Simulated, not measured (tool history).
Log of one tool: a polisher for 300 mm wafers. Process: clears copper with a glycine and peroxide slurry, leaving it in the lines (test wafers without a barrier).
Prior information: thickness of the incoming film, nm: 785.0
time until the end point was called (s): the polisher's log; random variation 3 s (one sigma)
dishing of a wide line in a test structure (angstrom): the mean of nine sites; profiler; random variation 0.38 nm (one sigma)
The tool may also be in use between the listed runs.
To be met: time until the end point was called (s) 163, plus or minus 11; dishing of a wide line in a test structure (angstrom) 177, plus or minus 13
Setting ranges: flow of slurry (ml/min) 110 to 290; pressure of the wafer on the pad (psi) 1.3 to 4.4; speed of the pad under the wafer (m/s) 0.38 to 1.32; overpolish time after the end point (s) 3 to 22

| run | hour | flow of slurry (ml/min) | pressure of the wafer on the pad (psi) | speed of the pad under the wafer (m/s) | overpolish time after the end point (s) | time until the end point was called (s) | dishing of a wide line in a test structure (angstrom) |
|---|---|---|---|---|---|---|---|
| 1 | 0 | 185 | 2.8 | 0.84 | 11 | 172.58 | 306.51 |
| 2 | 0.6 | 210 | 2.8 | 0.84 | 11 | 167.86 | 317.02 |
| 3 | 9.2 | 205 | 2.8 | 0.84 | 8 | 170.24 | 260.12 |
| 4 | 14.7 | 205 | 2.8 | 0.84 | 6 | 173.73 | 196.5 |
| 5 | 18.7 | 220 | 2.8 | 0.84 | 6 | 168.32 | 195.95 |
| 6 | 24.5 | 225 | 2.8 | 0.84 | 6 | 172.91 | 195.61 |
| 7 | 31.5 | 225 | 2.8 | 0.84 | 6 | 167.85 | 204.02 |
| 8 | 34.8 | 225 | 2.9 | 0.84 | 3 | 164.91 | 106.94 |
| 9 | 39.4 | 230 | 2.7 | 0.92 | 3 | 168.73 | 109.51 |
| 10 | 41.4 | 230 | 2.9 | 0.84 | 3 | 161.9 | 108.31 |
| 11 | 43.6 | 235 | 2.8 | 0.9 | 4 | 162.48 | 142.77 |
| 12 | 47.4 | 240 | 2.8 | 0.92 | 4 | 164.93 | 143.87 |
| 13 | 50.1 | 245 | 2.8 | 0.94 | 4 | 158.42 | 150.73 |
| 14 | 53.4 | 245 | 2.7 | 0.94 | 7 | 164.04 | 232.64 |
| 15 | 61 | 230 | 2.8 | 0.92 | 7 | 162.99 | 241.5 |
| 16 | 68 | 230 | 2.8 | 0.92 | 7 | 157.16 | 247.29 |
| 17 | 74.3 | 230 | 2.8 | 0.92 | 7 | 163.23 | 236.73 |

4 candidate next runs follow, results not yet known. Just one meets every target within its allowed miss. Identify it.
| A | 80.6 | 260 | 3.7 | 0.56 | 5 | ? | ? |
| B | 80.6 | 210 | 2.9 | 0.94 | 6 | ? | ? |
| C | 80.6 | 220 | 2.7 | 0.9 | 4 | ? | ? |
| D | 80.6 | 255 | 3.2 | 0.7 | 8 | ? | ? |

| move | time until the end point was called (s) | dishing of a wide line in a test structure (angstrom) |
|---|---|---|
| A | 158.51 | 172.46 |
| B | 153.41 | 206.94 |
| C | 165.41 | 134.92 |
| D | 161.12 | 254.61 |
A: meets every target
B: nearer than the last run, and not there yet
C: the result that was furthest off in the last run now lies on the other side of its target
D: further off than the last run
The move that meets every target is A.
